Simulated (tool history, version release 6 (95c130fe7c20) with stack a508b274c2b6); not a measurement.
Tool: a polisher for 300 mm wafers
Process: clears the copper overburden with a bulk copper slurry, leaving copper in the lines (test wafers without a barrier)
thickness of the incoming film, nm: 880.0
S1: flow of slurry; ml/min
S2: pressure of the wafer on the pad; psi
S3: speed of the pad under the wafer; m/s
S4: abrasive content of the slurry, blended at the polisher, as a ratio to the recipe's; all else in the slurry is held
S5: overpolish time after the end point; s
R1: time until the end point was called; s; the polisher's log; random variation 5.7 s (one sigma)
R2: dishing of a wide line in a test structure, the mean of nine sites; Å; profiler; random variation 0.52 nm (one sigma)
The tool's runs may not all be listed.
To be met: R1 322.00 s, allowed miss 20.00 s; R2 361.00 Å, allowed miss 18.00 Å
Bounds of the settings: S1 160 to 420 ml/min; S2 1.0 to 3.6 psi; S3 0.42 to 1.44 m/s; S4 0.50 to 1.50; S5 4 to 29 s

run 1 hour=0.0 | S1=270 S2=2.3 S3=0.92 S4=1.00 S5=15 | R1=121.02 R2=591.62
run 2 hour=7.7 | S1=265 S2=2.0 S3=0.82 S4=1.00 S5=16 | R1=161.57 R2=516.45
run 3 hour=10.6 | S1=265 S2=2.0 S3=0.82 S4=1.20 S5=16 | R1=154.49 R2=540.94
run 4 hour=15.5 | S1=265 S2=1.7 S3=0.76 S4=1.20 S5=16 | R1=186.16 R2=440.02
run 5 hour=22.1 | S1=265 S2=1.7 S3=0.76 S4=1.30 S5=16 | R1=187.68 R2=440.24
run 6 hour=28.2 | S1=265 S2=1.5 S3=0.70 S4=1.30 S5=18 | R1=228.54 R2=420.39
run 7 hour=33.5 | S1=265 S2=1.4 S3=0.68 S4=1.30 S5=19 | R1=245.41 R2=404.98
run 8 hour=41.0 | S1=265 S2=1.3 S3=0.66 S4=1.30 S5=20 | R1=276.43 R2=389.82
run 9 hour=46.9 | S1=265 S2=1.2 S3=0.66 S4=1.30 S5=20 | R1=290.51 R2=358.14
run 10 hour=54.2 | S1=265 S2=1.2 S3=0.66 S4=1.30 S5=21 | R1=296.68 R2=379.93

Which of these 4 next moves meets every target?
run A hour=61.5 | S1=230 S2=1.4 S3=0.56 S4=1.05 S5=21 | R1=? R2=?
run B hour=61.5 | S1=280 S2=1.1 S3=0.70 S4=1.35 S5=24 | R1=? R2=?
run C hour=61.5 | S1=260 S2=1.2 S3=0.60 S4=1.35 S5=25 | R1=? R2=?
run D hour=61.5 | S1=270 S2=1.5 S3=0.58 S4=1.35 S5=18 | R1=? R2=?

move=A R1=318.66 R2=364.44
move=B R1=299.00 R2=408.84
move=C R1=322.26 R2=403.64
move=D R1=268.02 R2=372.07
A: meets every target
B: further off than the last run
C: brings the result that was furthest off to its target, and leaves another outside
D: further off than the last run
Move A is the one to make.

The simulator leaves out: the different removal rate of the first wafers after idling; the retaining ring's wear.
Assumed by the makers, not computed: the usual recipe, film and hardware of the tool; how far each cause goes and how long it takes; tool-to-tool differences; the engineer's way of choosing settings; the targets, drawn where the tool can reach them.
